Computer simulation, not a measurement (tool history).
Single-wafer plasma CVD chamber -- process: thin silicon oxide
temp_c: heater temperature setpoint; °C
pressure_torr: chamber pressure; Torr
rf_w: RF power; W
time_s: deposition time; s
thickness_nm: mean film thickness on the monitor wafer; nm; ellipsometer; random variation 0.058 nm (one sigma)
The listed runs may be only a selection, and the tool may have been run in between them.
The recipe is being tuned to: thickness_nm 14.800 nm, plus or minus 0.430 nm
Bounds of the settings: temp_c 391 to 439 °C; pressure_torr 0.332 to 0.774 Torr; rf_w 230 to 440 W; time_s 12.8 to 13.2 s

Run 1, hour 0.0: temp_c 415 °C, pressure_torr 0.553 Torr, rf_w 335 W, time_s 12.8 s. Result: thickness_nm 17.323 nm.
Run 2, hour 6.0: temp_c 415 °C, pressure_torr 0.537 Torr, rf_w 335 W, time_s 12.8 s. Result: thickness_nm 16.881 nm.
Run 3, hour 11.1: temp_c 415 °C, pressure_torr 0.537 Torr, rf_w 335 W, time_s 13.2 s. Result: thickness_nm 17.338 nm.
Run 4, hour 12.4: temp_c 415 °C, pressure_torr 0.521 Torr, rf_w 335 W, time_s 13.2 s. Result: thickness_nm 16.783 nm.
Run 5, hour 19.6: temp_c 415 °C, pressure_torr 0.486 Torr, rf_w 335 W, time_s 13.2 s. Result: thickness_nm 15.720 nm.
Run 6, hour 26.6: temp_c 415 °C, pressure_torr 0.546 Torr, rf_w 335 W, time_s 13.2 s. Result: thickness_nm 17.648 nm.
Run 7, hour 31.2: temp_c 415 °C, pressure_torr 0.528 Torr, rf_w 335 W, time_s 13.2 s. Result: thickness_nm 17.187 nm.
Run 8, hour 35.9: temp_c 415 °C, pressure_torr 0.513 Torr, rf_w 335 W, time_s 13.2 s. Result: thickness_nm 16.662 nm.
Run 9, hour 44.2: temp_c 415 °C, pressure_torr 0.501 Torr, rf_w 335 W, time_s 13.2 s. Result: thickness_nm 16.253 nm.
Run 10, hour 52.8: temp_c 415 °C, pressure_torr 0.491 Torr, rf_w 335 W, time_s 13.2 s. Result: thickness_nm 15.978 nm.
Run 11, hour 57.2: temp_c 415 °C, pressure_torr 0.483 Torr, rf_w 335 W, time_s 13.2 s. Result: thickness_nm 15.663 nm.
Run 12, hour 61.7: temp_c 415 °C, pressure_torr 0.477 Torr, rf_w 335 W, time_s 13.2 s. Result: thickness_nm 15.456 nm.

Below are 4 possible settings for the next run. Only one of them brings all results inside the allowed miss of their targets. Which is it?
Run A, hour 66.2: temp_c 405 °C, pressure_torr 0.468 Torr, rf_w 280 W, time_s 12.8 s. Result: thickness_nm ?.
Run B, hour 66.2: temp_c 406 °C, pressure_torr 0.522 Torr, rf_w 320 W, time_s 12.8 s. Result: thickness_nm ?.
Run C, hour 66.2: temp_c 409 °C, pressure_torr 0.516 Torr, rf_w 325 W, time_s 12.8 s. Result: thickness_nm ?.
Run D, hour 66.2: temp_c 424 °C, pressure_torr 0.480 Torr, rf_w 305 W, time_s 13.1 s. Result: thickness_nm ?.

move  thickness_nm
   A        13.789
   B        16.214
   C        16.104
   D        14.810
A: carries the result that was furthest off beyond its target, to the other side
B: the biggest miss grows against the last run
C: the biggest miss grows against the last run
D: every result lands within tolerance
The right move is D.

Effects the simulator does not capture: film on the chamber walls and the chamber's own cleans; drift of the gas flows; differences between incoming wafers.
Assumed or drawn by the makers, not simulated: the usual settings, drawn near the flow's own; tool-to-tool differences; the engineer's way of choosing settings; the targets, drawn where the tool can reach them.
